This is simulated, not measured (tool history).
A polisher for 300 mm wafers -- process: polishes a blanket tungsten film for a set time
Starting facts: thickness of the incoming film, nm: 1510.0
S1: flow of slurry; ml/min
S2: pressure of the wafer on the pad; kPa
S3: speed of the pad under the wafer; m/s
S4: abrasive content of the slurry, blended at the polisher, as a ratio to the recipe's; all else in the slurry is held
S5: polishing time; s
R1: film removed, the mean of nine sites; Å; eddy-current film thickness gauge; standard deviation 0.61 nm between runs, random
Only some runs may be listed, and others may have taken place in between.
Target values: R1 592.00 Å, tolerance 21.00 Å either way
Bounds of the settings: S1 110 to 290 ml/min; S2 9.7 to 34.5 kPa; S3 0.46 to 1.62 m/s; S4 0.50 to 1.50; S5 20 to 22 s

{"run": 1, "hour": 0.0, "S1": 185, "S2": 22.1, "S3": 1.04, "S4": 1.0, "S5": 22, "R1": 804.97}
{"run": 2, "hour": 4.0, "S1": 185, "S2": 21.4, "S3": 1.04, "S4": 1.0, "S5": 22, "R1": 781.05}
{"run": 3, "hour": 11.9, "S1": 185, "S2": 20.7, "S3": 1.04, "S4": 1.0, "S5": 22, "R1": 742.2}
{"run": 4, "hour": 14.1, "S1": 185, "S2": 23.4, "S3": 1.04, "S4": 1.0, "S5": 22, "R1": 844.03}
{"run": 5, "hour": 20.5, "S1": 185, "S2": 23.4, "S3": 1.18, "S4": 1.0, "S5": 22, "R1": 930.47}
{"run": 6, "hour": 28.8, "S1": 185, "S2": 23.4, "S3": 1.44, "S4": 1.0, "S5": 22, "R1": 1159.7}
{"run": 7, "hour": 34.1, "S1": 185, "S2": 21.4, "S3": 1.42, "S4": 1.0, "S5": 22, "R1": 1049.3}
{"run": 8, "hour": 38.0, "S1": 185, "S2": 19.3, "S3": 1.4, "S4": 1.0, "S5": 22, "R1": 936.52}
{"run": 9, "hour": 41.3, "S1": 185, "S2": 17.9, "S3": 1.4, "S4": 1.0, "S5": 22, "R1": 871.68}
{"run": 10, "hour": 47.7, "S1": 185, "S2": 16.5, "S3": 1.4, "S4": 1.0, "S5": 22, "R1": 800.4}
{"run": 11, "hour": 56.3, "S1": 185, "S2": 15.9, "S3": 1.4, "S4": 1.0, "S5": 22, "R1": 770.38}
{"run": 12, "hour": 57.5, "S1": 185, "S2": 15.2, "S3": 1.4, "S4": 1.0, "S5": 22, "R1": 733.92}
{"run": 13, "hour": 63.4, "S1": 175, "S2": 10.3, "S3": 1.4, "S4": 1.0, "S5": 22, "R1": 514.94}

Of the 5 settings listed for the next run, only one would bring every result within its allowed miss of target. Which one?
{"run": "A", "hour": 69.3, "S1": 180, "S2": 13.8, "S3": 1.3, "S4": 1.0, "S5": 22, "R1": "?"}
{"run": "B", "hour": 69.3, "S1": 145, "S2": 15.2, "S3": 1.36, "S4": 1.0, "S5": 21, "R1": "?"}
{"run": "C", "hour": 69.3, "S1": 235, "S2": 13.8, "S3": 1.44, "S4": 1.05, "S5": 20, "R1": "?"}
{"run": "D", "hour": 69.3, "S1": 190, "S2": 12.4, "S3": 1.62, "S4": 0.7, "S5": 21, "R1": "?"}
{"run": "E", "hour": 69.3, "S1": 220, "S2": 15.2, "S3": 1.12, "S4": 0.85, "S5": 22, "R1": "?"}

move=A R1=634.85
move=B R1=666.76
move=C R1=668.50
move=D R1=639.89
move=E R1=599.37
A: takes the result that was furthest off past its target
B: takes the result that was furthest off past its target
C: takes the result that was furthest off past its target
D: takes the result that was furthest off past its target
E: all results in spec
So the answer is move E, the one that meets all the targets.

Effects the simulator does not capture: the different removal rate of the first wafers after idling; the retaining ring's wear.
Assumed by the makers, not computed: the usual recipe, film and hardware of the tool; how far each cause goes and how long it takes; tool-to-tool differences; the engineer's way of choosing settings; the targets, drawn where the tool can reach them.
